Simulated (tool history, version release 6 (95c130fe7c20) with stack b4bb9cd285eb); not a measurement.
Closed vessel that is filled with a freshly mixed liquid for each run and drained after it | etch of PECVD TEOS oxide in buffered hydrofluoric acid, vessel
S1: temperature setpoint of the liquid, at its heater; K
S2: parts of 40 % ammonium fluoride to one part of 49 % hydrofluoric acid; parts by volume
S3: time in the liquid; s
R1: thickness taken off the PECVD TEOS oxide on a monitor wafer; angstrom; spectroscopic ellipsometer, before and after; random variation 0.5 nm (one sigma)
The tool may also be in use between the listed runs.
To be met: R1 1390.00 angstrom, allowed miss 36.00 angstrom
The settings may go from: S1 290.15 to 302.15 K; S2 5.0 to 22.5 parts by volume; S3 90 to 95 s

run	hour	S1	S2	S3	R1
1	0.0	294.15	13.5	90	956.11
2	1.4	296.65	13.5	90	1095.00
3	4.0	296.65	16.0	90	921.40
4	10.2	296.65	19.0	90	782.01
5	17.2	298.15	17.5	90	921.32
6	20.7	298.15	15.0	90	1073.10
7	23.9	299.15	14.5	90	1169.90
8	27.5	300.15	14.5	90	1234.20
9	29.1	300.65	14.5	90	1261.10
10	30.5	301.15	14.5	90	1308.20
11	35.8	301.65	14.5	90	1332.70

4 next moves are on the table. One of them brings every result within its allowed miss. Which?
A	41.1	300.65	13.0	95	?
B	41.1	299.65	12.5	95	?
C	41.1	300.65	14.0	95	?
D	41.1	302.15	13.5	90	?

move	R1
A	1486.40
B	1464.00
C	1382.40
D	1469.70
A: takes the result that was furthest off past its target
B: takes the result that was furthest off past its target
C: meets every target
D: takes the result that was furthest off past its target
The right move is C.
